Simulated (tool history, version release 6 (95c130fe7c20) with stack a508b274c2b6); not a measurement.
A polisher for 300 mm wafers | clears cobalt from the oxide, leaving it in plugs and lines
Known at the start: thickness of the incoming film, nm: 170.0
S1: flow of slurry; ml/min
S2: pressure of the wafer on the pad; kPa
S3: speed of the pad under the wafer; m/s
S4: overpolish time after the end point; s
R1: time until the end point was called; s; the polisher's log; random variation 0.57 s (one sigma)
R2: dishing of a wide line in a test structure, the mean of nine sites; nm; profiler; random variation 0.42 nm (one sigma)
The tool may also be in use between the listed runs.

run,hour,S1,S2,S3,S4,R1,R2
1,0.0,170,9.0,1.16,27,51.092,52.072
2,1.9,170,8.3,1.16,24,56.861,46.394
3,5.4,170,10.3,1.16,24,44.034,53.153
4,7.9,170,9.7,1.16,21,48.118,46.612
5,14.2,170,11.7,1.16,21,39.325,52.603
6,17.9,170,11.7,1.16,15,39.517,42.859
7,24.8,165,10.3,1.16,16,45.079,40.922
8,31.4,165,9.7,1.16,17,48.797,41.266
9,38.2,165,9.0,1.16,17,52.467,38.510

Forecast run 10:
10,43.4,160,8.3,1.16,17,?,?

{"run 10": {"R1": 56.948, "R2": 37.012}}

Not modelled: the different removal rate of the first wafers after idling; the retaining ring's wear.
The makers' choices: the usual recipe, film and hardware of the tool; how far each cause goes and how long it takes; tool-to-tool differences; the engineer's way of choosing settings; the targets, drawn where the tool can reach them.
